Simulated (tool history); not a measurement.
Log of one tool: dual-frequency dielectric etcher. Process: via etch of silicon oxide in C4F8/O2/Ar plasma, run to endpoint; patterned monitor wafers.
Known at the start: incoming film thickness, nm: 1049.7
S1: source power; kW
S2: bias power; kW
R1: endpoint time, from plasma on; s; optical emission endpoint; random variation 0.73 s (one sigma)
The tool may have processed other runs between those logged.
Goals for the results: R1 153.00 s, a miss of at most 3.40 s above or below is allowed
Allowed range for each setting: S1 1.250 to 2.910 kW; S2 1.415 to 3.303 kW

run 1 day=0.000 | S1=2.080 S2=2.359 | R1=179.30
run 2 day=0.350 | S1=2.280 S2=2.421 | R1=170.60
run 3 day=0.546 | S1=2.410 S2=2.459 | R1=163.52
run 4 day=0.850 | S1=2.410 S2=2.136 | R1=171.94
run 5 day=0.883 | S1=2.100 S2=2.136 | R1=183.59
run 6 day=1.025 | S1=2.300 S2=2.199 | R1=175.69
run 7 day=1.179 | S1=2.450 S2=2.251 | R1=170.51
run 8 day=1.433 | S1=2.450 S2=2.251 | R1=169.16
run 9 day=1.796 | S1=2.560 S2=2.299 | R1=164.98

Pick the move, out of 5, that brings all results within their allowed miss; only one does.
run A day=2.158 | S1=2.760 S2=2.149 | R1=?
run B day=2.158 | S1=2.780 S2=2.943 | R1=?
run C day=2.158 | S1=2.910 S2=2.702 | R1=?
run D day=2.158 | S1=2.800 S2=2.495 | R1=?
run E day=2.158 | S1=2.900 S2=2.781 | R1=?

move=A R1=161.85
move=B R1=146.56
move=C R1=147.49
move=D R1=153.75
move=E R1=146.40
A: nearer than the last run, and not there yet
B: the result that was furthest off in the last run now lies on the other side of its target
C: the result that was furthest off in the last run now lies on the other side of its target
D: all results in spec
E: the result that was furthest off in the last run now lies on the other side of its target
The right move is D.
